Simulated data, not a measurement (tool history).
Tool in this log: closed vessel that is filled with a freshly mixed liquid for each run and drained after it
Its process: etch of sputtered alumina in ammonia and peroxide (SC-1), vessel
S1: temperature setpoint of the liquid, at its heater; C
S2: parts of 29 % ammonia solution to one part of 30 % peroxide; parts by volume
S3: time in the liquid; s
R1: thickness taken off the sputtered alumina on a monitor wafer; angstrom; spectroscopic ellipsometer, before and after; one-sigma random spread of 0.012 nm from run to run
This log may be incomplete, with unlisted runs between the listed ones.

Run 1, hour 0.0: S1 55.0 C, S2 0.80 parts by volume, S3 30 s. Result: R1 36.610 angstrom.
Run 2, hour 4.6: S1 52.0 C, S2 0.80 parts by volume, S3 30 s. Result: R1 31.495 angstrom.
Run 3, hour 12.6: S1 52.0 C, S2 0.80 parts by volume, S3 30 s. Result: R1 31.664 angstrom.
Run 4, hour 19.5: S1 52.0 C, S2 0.55 parts by volume, S3 30 s. Result: R1 30.414 angstrom.
Run 5, hour 20.6: S1 50.0 C, S2 0.55 parts by volume, S3 30 s. Result: R1 27.384 angstrom.
Run 6, hour 22.5: S1 48.5 C, S2 0.55 parts by volume, S3 30 s. Result: R1 25.324 angstrom.
Run 7, hour 27.5: S1 47.0 C, S2 0.55 parts by volume, S3 30 s. Result: R1 23.449 angstrom.
Run 8, hour 29.4: S1 46.0 C, S2 0.55 parts by volume, S3 30 s. Result: R1 22.117 angstrom.

Run 9 comes next. What will it give?
Run 9, hour 31.0: S1 45.0 C, S2 0.55 parts by volume, S3 30 s. Result: R1 ?.

Run 9 produced R1 20.632 angstrom.
